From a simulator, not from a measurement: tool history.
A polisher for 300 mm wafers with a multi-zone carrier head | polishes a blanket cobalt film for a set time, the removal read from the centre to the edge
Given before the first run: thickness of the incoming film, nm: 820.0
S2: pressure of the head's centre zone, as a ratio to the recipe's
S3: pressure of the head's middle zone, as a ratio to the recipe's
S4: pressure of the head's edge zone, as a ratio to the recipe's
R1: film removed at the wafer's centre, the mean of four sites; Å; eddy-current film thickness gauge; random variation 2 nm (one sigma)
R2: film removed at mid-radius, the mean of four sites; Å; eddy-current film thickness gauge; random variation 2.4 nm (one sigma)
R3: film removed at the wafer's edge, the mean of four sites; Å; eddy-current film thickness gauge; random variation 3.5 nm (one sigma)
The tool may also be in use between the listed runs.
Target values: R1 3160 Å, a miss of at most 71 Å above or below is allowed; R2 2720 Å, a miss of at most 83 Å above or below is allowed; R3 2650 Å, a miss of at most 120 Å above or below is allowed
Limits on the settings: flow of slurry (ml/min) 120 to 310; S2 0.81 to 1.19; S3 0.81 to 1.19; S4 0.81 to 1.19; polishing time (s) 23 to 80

{"run": 1, "hour": 0.0, "flow of slurry (ml/min)": 200, "S2": 1, "S3": 1, "S4": 1, "polishing time (s)": 51, "R1": 2412.3, "R2": 2421.6, "R3": 2435.9}
{"run": 2, "hour": 1.4, "flow of slurry (ml/min)": 200, "S2": 1.06, "S3": 1, "S4": 1, "polishing time (s)": 51, "R1": 2572.6, "R2": 2399.3, "R3": 2436.3}
{"run": 3, "hour": 4.9, "flow of slurry (ml/min)": 215, "S2": 1.09, "S3": 1.02, "S4": 1.01, "polishing time (s)": 51, "R1": 2643.1, "R2": 2442.2, "R3": 2549.6}
{"run": 4, "hour": 13.2, "flow of slurry (ml/min)": 215, "S2": 1.09, "S3": 1.07, "S4": 1.01, "polishing time (s)": 51, "R1": 2663.5, "R2": 2571.8, "R3": 2545.7}
{"run": 5, "hour": 21.0, "flow of slurry (ml/min)": 215, "S2": 1.09, "S3": 1.07, "S4": 1.01, "polishing time (s)": 45, "R1": 2348.1, "R2": 2264.9, "R3": 2209.8}
{"run": 6, "hour": 23.2, "flow of slurry (ml/min)": 215, "S2": 1.06, "S3": 1.07, "S4": 1.01, "polishing time (s)": 45, "R1": 2294, "R2": 2253.8, "R3": 2268.3}
{"run": 7, "hour": 26.1, "flow of slurry (ml/min)": 270, "S2": 1.16, "S3": 1.05, "S4": 1.08, "polishing time (s)": 54, "R1": 3164.4, "R2": 2736.8, "R3": 2805.1}
{"run": 8, "hour": 27.0, "flow of slurry (ml/min)": 270, "S2": 1.16, "S3": 1.05, "S4": 1.06, "polishing time (s)": 54, "R1": 3129.8, "R2": 2747.3, "R3": 2728.8}
{"run": 9, "hour": 32.3, "flow of slurry (ml/min)": 270, "S2": 1.16, "S3": 1.05, "S4": 1.05, "polishing time (s)": 54, "R1": 3178.4, "R2": 2756.4, "R3": 2840.3}
{"run": 10, "hour": 36.1, "flow of slurry (ml/min)": 270, "S2": 1.16, "S3": 1.05, "S4": 1.05, "polishing time (s)": 54, "R1": 3154, "R2": 2771.1, "R3": 2780.6}
{"hour": 42.8, "done": "slurry nozzle cleaned"}
{"run": 11, "hour": 42.8, "flow of slurry (ml/min)": 270, "S2": 1.17, "S3": 1.05, "S4": 1.04, "polishing time (s)": 54, "R1": 3307.3, "R2": 2824.3, "R3": 2879.3}
{"run": 12, "hour": 49.8, "flow of slurry (ml/min)": 270, "S2": 1.17, "S3": 1.06, "S4": 1.05, "polishing time (s)": 53, "R1": 3232.9, "R2": 2794.7, "R3": 2770}
{"run": 13, "hour": 56.5, "flow of slurry (ml/min)": 270, "S2": 1.17, "S3": 1.06, "S4": 1.05, "polishing time (s)": 53, "R1": 3204.7, "R2": 2795.3, "R3": 2767.2}

Consider the 5 candidate settings below. Which is the only one whose results all fall within their allowed miss of target?
{"run": "A", "hour": 63.2, "flow of slurry (ml/min)": 210, "S2": 1.07, "S3": 0.93, "S4": 1.1, "polishing time (s)": 61, "R1": "?", "R2": "?", "R3": "?"}
{"run": "B", "hour": 63.2, "flow of slurry (ml/min)": 285, "S2": 1.19, "S3": 1.05, "S4": 1.02, "polishing time (s)": 51, "R1": "?", "R2": "?", "R3": "?"}
{"run": "C", "hour": 63.2, "flow of slurry (ml/min)": 310, "S2": 1.14, "S3": 1.07, "S4": 1.02, "polishing time (s)": 55, "R1": "?", "R2": "?", "R3": "?"}
{"run": "D", "hour": 63.2, "flow of slurry (ml/min)": 220, "S2": 1.18, "S3": 1.02, "S4": 1.02, "polishing time (s)": 56, "R1": "?", "R2": "?", "R3": "?"}
{"run": "E", "hour": 63.2, "flow of slurry (ml/min)": 275, "S2": 1.17, "S3": 1.05, "S4": 1.19, "polishing time (s)": 53, "R1": "?", "R2": "?", "R3": "?"}

move=A R1=3262.8 R2=2817.6 R3=3264.5
move=B R1=3171.6 R2=2710.8 R3=2702
move=C R1=3307.1 R2=2996.9 R3=2932.1
move=D R1=3332.6 R2=2813.3 R3=2897.7
move=E R1=3226.4 R2=2805.8 R3=3027
A: moves away from the targets compared with the last run
B: all results in spec
C: moves away from the targets compared with the last run
D: moves away from the targets compared with the last run
E: moves away from the targets compared with the last run
Correct choice: B, which meets every target

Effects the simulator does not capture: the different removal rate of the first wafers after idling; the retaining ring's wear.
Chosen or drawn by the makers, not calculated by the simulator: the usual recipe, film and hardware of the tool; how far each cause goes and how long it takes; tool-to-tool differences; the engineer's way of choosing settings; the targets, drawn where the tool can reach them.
